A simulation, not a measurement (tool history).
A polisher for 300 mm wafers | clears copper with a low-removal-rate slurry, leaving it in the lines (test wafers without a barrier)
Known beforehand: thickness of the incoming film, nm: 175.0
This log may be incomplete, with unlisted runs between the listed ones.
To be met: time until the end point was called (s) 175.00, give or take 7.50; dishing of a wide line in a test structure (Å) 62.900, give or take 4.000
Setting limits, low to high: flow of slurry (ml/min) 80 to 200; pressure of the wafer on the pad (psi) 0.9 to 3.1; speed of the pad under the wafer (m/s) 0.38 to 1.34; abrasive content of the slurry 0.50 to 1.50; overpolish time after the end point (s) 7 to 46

run,hour,flow of slurry (ml/min),pressure of the wafer on the pad (psi),speed of the pad under the wafer (m/s),abrasive content of the slurry,overpolish time after the end point (s),time until the end point was called (s),dishing of a wide line in a test structure (Å)
1,0.0,130,2.0,0.86,1.00,24,122.22,249.250
2,1.3,110,2.0,0.86,1.00,24,127.85,240.550
3,4.0,110,1.6,0.86,1.00,24,152.09,206.930
4,11.7,110,1.6,0.86,1.00,31,152.91,260.310
5,16.7,125,1.5,0.84,1.00,27,157.52,219.000
6,21.5,125,1.5,0.70,1.00,27,187.97,183.930
7,24.2,135,1.5,0.68,1.10,24,187.33,166.900
8,31.3,145,1.5,0.66,1.00,21,192.94,147.360
9,32.1,155,1.5,0.64,1.10,19,194.19,130.680
10,35.9,155,1.5,0.64,1.10,19,189.12,130.980
11,42.7,160,1.4,0.66,1.15,17,197.54,114.640
12,50.5,165,1.3,0.70,1.20,15,190.33,108.190
13,54.7,200,0.9,0.72,1.45,7,227.83,41.978
14,58.2,200,1.0,0.72,1.45,7,205.15,46.667
15,65.3,195,1.2,0.72,1.40,7,184.51,52.572
16,72.3,185,1.3,0.72,1.35,7,179.66,54.642
17,76.4,185,1.3,0.72,1.30,7,180.56,55.426
18,81.1,180,1.4,0.72,1.30,10,173.94,81.509

Below are 5 possible settings for the next run. Only one of them brings all results inside the allowed miss of their targets. Which is it?
A,85.8,200,1.7,0.62,1.30,11,?,?
B,85.8,180,1.2,0.70,1.30,10,?,?
C,85.8,160,1.3,0.66,1.35,11,?,?
D,85.8,195,1.5,0.68,1.35,15,?,?
E,85.8,170,1.3,0.74,1.40,8,?,?

move,time until the end point was called (s),dishing of a wide line in a test structure (Å)
A,167.16,89.109
B,194.95,69.827
C,197.19,75.775
D,167.42,119.280
E,173.55,63.028
A: further off than the last run
B: moves toward the targets from the last run without getting all of them in spec
C: moves toward the targets from the last run without getting all of them in spec
D: further off than the last run
E: all results in spec
Go with E: it meets all targets.
